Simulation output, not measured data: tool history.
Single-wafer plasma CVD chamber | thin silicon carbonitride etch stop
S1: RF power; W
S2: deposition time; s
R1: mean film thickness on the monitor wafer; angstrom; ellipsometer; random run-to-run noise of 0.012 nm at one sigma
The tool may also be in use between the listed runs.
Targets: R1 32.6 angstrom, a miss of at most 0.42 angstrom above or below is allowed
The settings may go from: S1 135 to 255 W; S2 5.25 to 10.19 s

run,day,S1,S2,R1
1,0,195,7.72,39.425
2,0.117,195,7.11,36.419
3,0.329,195,8.21,41.937
4,0.488,190,8.02,40.771
5,0.812,190,7.24,36.415
6,0.838,190,6.72,34.111
# day 1.012: thermocouple changed; heater temperature recalibrated
7,1.012,185,6.71,33.53
8,1.258,180,6.7,33.34

Exercise: of the 4 proposed moves below, exactly one satisfies all targets within the stated allowed misses. Which move is it?
A,1.504,205,6.53,?
B,1.504,195,6.39,?
C,1.504,150,7.24,?
D,1.504,175,6.79,?

move,R1
A,33.729
B,32.555
C,34.353
D,33.585
A: misses by more than the last run did
B: each result inside its tolerance
C: misses by more than the last run did
D: misses by more than the last run did
The right move is B.
